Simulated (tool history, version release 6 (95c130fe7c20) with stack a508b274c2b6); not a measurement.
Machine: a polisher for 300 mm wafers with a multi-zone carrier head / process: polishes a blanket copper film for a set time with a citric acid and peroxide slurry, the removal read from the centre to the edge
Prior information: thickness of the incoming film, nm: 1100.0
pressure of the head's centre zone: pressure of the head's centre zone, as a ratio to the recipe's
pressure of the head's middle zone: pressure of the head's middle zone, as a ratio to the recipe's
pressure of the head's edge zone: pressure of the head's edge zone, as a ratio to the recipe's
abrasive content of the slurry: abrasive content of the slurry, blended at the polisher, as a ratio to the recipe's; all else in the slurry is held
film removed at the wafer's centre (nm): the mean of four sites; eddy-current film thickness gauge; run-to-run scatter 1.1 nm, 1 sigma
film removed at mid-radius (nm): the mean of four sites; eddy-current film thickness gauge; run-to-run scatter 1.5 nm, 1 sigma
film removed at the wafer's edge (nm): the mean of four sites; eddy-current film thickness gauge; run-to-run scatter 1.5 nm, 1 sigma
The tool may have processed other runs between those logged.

run    day  flow of slurry (ml/min)  pressure of the head's centre zone  pressure of the head's middle zone  pressure of the head's edge zone  abrasive content of the slurry  polishing time (s)  film removed at the wafer's centre (nm)  film removed at mid-radius (nm)  film removed at the wafer's edge (nm)
  1  0.000                      145                                1.00                                1.00                              1.00                            1.00                  37                                   97.655                           97.285                                 97.031
  2  0.342                      145                                1.04                                1.00                              1.00                            1.00                  37                                  101.250                           97.016                                 98.292
  3  0.492                      145                                1.03                                1.01                              1.02                            1.05                  38                                  104.100                          101.100                                100.650
  4  0.621                      155                                1.03                                1.01                              1.02                            1.05                  38                                  107.470                          103.250                                102.340
  5  0.967                      155                                1.01                                1.01                              1.03                            1.10                  39                                  108.220                          106.610                                107.640
  6  1.183                      160                                1.00                                1.02                              1.04                            1.15                  39                                  108.820                          112.160                                111.650
  7  1.375                      165                                1.00                                1.03                              1.05                            1.20                  39                                  109.750                          112.130                                110.790
  8  1.708                      170                                0.99                                1.04                              1.06                            1.25                  40                                  114.510                          118.640                                116.080

Run 9 comes next. What will it give?
  9  1.779                      175                                0.98                                1.05                              1.07                            1.30                  40                                        ?                                ?                                      ?

film removed at the wafer's centre (nm): 114.620
film removed at mid-radius (nm): 120.430
film removed at the wafer's edge (nm): 118.430
